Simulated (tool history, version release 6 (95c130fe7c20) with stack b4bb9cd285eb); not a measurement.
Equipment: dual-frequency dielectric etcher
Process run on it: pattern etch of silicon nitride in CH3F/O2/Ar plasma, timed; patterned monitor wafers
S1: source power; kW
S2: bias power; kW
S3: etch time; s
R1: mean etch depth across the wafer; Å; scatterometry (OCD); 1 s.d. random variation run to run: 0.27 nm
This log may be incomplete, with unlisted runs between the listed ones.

run    day    S1     S2     S3      R1
  1      0  0.51  0.082     99  843.23
  2  0.146  0.54  0.082     99  854.42
  3  0.354  0.54  0.082  103.5  892.98
  4  0.654  0.54  0.096  103.5  940.26
  5  1.025  0.54  0.087  103.5  914.97
  6  1.108  0.52  0.083    103  887.69

For run 7, what comes out?
  7  1.308  0.5  0.08  102.5   ?

{"run 7": {"R1": 857.6}}

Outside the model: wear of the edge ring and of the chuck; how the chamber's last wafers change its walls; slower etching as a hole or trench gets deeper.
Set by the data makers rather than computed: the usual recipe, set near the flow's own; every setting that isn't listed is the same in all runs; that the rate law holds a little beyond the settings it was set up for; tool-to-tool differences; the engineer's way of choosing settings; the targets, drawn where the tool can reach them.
